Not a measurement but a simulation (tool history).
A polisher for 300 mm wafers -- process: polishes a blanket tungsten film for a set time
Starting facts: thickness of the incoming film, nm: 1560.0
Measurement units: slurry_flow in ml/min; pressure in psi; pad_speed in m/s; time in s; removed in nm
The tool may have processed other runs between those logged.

Run 1, hour 0.0: slurry_flow 145 ml/min, pressure 3.3 psi, pad_speed 1.36 m/s, slurry_solids 1.0, time 40 s. Result: removed 196.91 nm.
Run 2, hour 0.5: slurry_flow 140 ml/min, pressure 3.1 psi, pad_speed 1.36 m/s, slurry_solids 1.0, time 40 s. Result: removed 184.54 nm.
Run 3, hour 7.9: slurry_flow 140 ml/min, pressure 3.1 psi, pad_speed 1.36 m/s, slurry_solids 1.0, time 40 s. Result: removed 184.54 nm.
Run 4, hour 10.3: slurry_flow 140 ml/min, pressure 3.1 psi, pad_speed 1.36 m/s, slurry_solids 1.0, time 36 s. Result: removed 162.15 nm.
Run 5, hour 10.9: slurry_flow 140 ml/min, pressure 3.1 psi, pad_speed 1.36 m/s, slurry_solids 1.0, time 40 s. Result: removed 182.56 nm.
Run 6, hour 19.1: slurry_flow 135 ml/min, pressure 3.0 psi, pad_speed 1.36 m/s, slurry_solids 1.0, time 40 s. Result: removed 174.64 nm.
Run 7, hour 22.4: slurry_flow 130 ml/min, pressure 2.9 psi, pad_speed 1.36 m/s, slurry_solids 1.0, time 40 s. Result: removed 167.45 nm.

Estimate the outcome of run 8 from the log above:
Run 8, hour 26.8: slurry_flow 125 ml/min, pressure 2.8 psi, pad_speed 1.36 m/s, slurry_solids 1.0, time 40 s. Result: removed ?.

removed: 160.74 nm
